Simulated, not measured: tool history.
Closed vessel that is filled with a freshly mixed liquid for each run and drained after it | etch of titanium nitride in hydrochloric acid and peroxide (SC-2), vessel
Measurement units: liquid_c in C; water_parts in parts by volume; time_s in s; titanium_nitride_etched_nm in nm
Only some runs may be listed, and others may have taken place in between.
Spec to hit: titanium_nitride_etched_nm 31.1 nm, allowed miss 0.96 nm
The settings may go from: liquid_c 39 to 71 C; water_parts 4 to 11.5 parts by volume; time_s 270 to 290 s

run,day,liquid_c,water_parts,time_s,titanium_nitride_etched_nm
1,0,55,6.5,270,14.32
2,0.042,51,6.5,270,11.029
3,0.354,54,6.5,270,13.534
4,0.4,56.5,6.5,270,15.644
5,0.45,58.5,6.5,270,17.845
6,0.762,58.5,6.5,290,19.031
7,1.108,60,6.5,290,21.217
8,1.288,61.5,6.5,290,23.036

Pick the move, out of 5, that brings all results within their allowed miss; only one does.
A,1.467,66.5,7,285,?
B,1.467,65,6.5,290,?
C,1.467,64.5,6,285,?
D,1.467,56.5,7,270,?
E,1.467,66.5,6.5,285,?

move,titanium_nitride_etched_nm
A,29.238
B,28.763
C,29.132
D,14.873
E,30.958
A: moves toward the targets from the last run without getting all of them in spec
B: moves toward the targets from the last run without getting all of them in spec
C: moves toward the targets from the last run without getting all of them in spec
D: misses by more than the last run did
E: all results in spec
E is the move that brings every result within its allowed miss.
